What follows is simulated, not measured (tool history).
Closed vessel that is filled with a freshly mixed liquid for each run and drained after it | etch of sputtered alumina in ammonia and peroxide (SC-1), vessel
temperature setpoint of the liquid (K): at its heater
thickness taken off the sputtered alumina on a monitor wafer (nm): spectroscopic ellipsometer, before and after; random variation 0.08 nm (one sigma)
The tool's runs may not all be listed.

run,hour,temperature setpoint of the liquid (K),parts of 29 % ammonia solution to one part of 30 % peroxide (parts by volume),time in the liquid (s),thickness taken off the sputtered alumina on a monitor wafer (nm)
1,0,322.15,0.65,410,12.882
2,6.7,321.65,0.65,410,12.735
3,15.3,321.15,0.65,410,12.247
4,22.4,321.15,0.65,440,13.041
5,30.8,320.65,0.65,440,12.927
6,34.1,320.65,0.5,440,12.421
7,42.1,320.15,0.5,440,12.122
8,50.4,319.65,0.5,440,11.813

Run 9 comes next. What will it give?
9,51.4,319.15,0.5,440,?

{"run 9": {"thickness taken off the sputtered alumina on a monitor wafer (nm)": 11.389}}
